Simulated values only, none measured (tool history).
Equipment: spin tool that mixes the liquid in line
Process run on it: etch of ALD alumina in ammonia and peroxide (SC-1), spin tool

| run | hour | temperature setpoint of the liquid (C) | parts of 29 % ammonia solution to one part of 30 % peroxide (parts by volume) | time under the liquid (s) | thickness taken off the ALD alumina on a monitor wafer (nm) |
|---|---|---|---|---|---|
| 1 | 0 | 61 | 0.95 | 95 | 10.279 |
| 2 | 4.3 | 61 | 1.2 | 95 | 10.578 |
| 3 | 9 | 63.5 | 1.2 | 95 | 11.921 |
| 4 | 12.8 | 65.5 | 1.2 | 95 | 13.216 |
| 5 | 15 | 67 | 1.2 | 95 | 14.246 |
| 6 | 17.6 | 67 | 1.2 | 95 | 14.2 |
| 7 | 24.7 | 68 | 1.2 | 95 | 15.004 |
| 8 | 30 | 68.5 | 1.2 | 95 | 15.225 |
| 9 | 37 | 69 | 1.2 | 95 | 15.671 |

Expected results for the next run?
| 10 | 39.3 | 69.5 | 1.2 | 95 | ? |

{"run 10": {"thickness taken off the ALD alumina on a monitor wafer (nm)": 15.963}}
